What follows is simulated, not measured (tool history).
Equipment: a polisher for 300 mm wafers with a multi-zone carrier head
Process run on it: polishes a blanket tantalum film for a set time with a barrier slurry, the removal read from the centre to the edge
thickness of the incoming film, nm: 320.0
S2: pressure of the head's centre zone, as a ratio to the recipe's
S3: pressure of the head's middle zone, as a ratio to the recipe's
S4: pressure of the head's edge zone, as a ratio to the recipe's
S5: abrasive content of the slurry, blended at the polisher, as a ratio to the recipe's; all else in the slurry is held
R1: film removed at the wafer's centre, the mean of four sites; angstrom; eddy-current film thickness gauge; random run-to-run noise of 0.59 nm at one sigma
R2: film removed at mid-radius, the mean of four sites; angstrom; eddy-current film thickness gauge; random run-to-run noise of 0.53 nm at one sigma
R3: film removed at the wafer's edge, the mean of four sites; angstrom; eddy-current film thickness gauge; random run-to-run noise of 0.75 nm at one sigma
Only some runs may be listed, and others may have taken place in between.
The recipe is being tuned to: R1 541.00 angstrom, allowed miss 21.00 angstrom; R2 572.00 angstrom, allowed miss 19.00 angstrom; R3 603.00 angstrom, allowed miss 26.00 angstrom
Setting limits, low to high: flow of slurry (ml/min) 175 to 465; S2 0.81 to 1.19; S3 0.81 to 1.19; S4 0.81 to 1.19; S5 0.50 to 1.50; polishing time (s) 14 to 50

Run 1, hour 0.0: flow of slurry (ml/min) 295, S2 1.00, S3 1.00, S4 1.00, S5 1.00, polishing time (s) 32. Result: R1 474.19 angstrom, R2 452.61 angstrom, R3 468.47 angstrom.
Run 2, hour 4.9: flow of slurry (ml/min) 295, S2 1.00, S3 1.00, S4 1.00, S5 1.00, polishing time (s) 39. Result: R1 592.92 angstrom, R2 560.98 angstrom, R3 558.12 angstrom.
Run 3, hour 5.5: flow of slurry (ml/min) 295, S2 1.00, S3 1.00, S4 1.00, S5 0.85, polishing time (s) 39. Result: R1 562.91 angstrom, R2 539.90 angstrom, R3 548.89 angstrom.
Run 4, hour 14.4: flow of slurry (ml/min) 295, S2 1.00, S3 1.00, S4 1.00, S5 0.95, polishing time (s) 39. Result: R1 570.65 angstrom, R2 549.82 angstrom, R3 553.90 angstrom.
At hour 20.2: slurry nozzle cleaned.
Run 5, hour 20.2: flow of slurry (ml/min) 295, S2 1.00, S3 1.07, S4 1.00, S5 0.95, polishing time (s) 39. Result: R1 589.40 angstrom, R2 596.84 angstrom, R3 570.81 angstrom.
Run 6, hour 21.4: flow of slurry (ml/min) 295, S2 0.95, S3 1.07, S4 1.00, S5 0.95, polishing time (s) 39. Result: R1 570.89 angstrom, R2 607.35 angstrom, R3 566.86 angstrom.
Run 7, hour 25.9: flow of slurry (ml/min) 290, S2 0.94, S3 1.06, S4 1.03, S5 0.95, polishing time (s) 39. Result: R1 551.81 angstrom, R2 585.91 angstrom, R3 573.68 angstrom.
Run 8, hour 33.4: flow of slurry (ml/min) 285, S2 0.94, S3 1.06, S4 1.05, S5 0.95, polishing time (s) 39. Result: R1 566.09 angstrom, R2 598.45 angstrom, R3 591.75 angstrom.

Which one of the following 4 next-run settings gets every result inside its allowed miss? There is exactly one.
Run A, hour 40.9: flow of slurry (ml/min) 330, S2 0.84, S3 1.11, S4 1.05, S5 1.00, polishing time (s) 39. Result: R1 ?, R2 ?, R3 ?.
Run B, hour 40.9: flow of slurry (ml/min) 200, S2 0.92, S3 1.04, S4 1.16, S5 1.20, polishing time (s) 38. Result: R1 ?, R2 ?, R3 ?.
Run C, hour 40.9: flow of slurry (ml/min) 255, S2 0.93, S3 1.05, S4 1.03, S5 0.95, polishing time (s) 42. Result: R1 ?, R2 ?, R3 ?.
Run D, hour 40.9: flow of slurry (ml/min) 350, S2 1.03, S3 1.19, S4 1.11, S5 1.20, polishing time (s) 34. Result: R1 ?, R2 ?, R3 ?.

move      R1      R2      R3
   A  526.05  630.52  585.14
   B  530.42  565.46  593.76
   C  585.98  621.97  604.33
   D  561.13  609.33  546.81
A: the biggest miss grows against the last run
B: hits every target within its allowed miss
C: the biggest miss grows against the last run
D: the biggest miss grows against the last run
So the answer is move B, the one that meets all the targets.

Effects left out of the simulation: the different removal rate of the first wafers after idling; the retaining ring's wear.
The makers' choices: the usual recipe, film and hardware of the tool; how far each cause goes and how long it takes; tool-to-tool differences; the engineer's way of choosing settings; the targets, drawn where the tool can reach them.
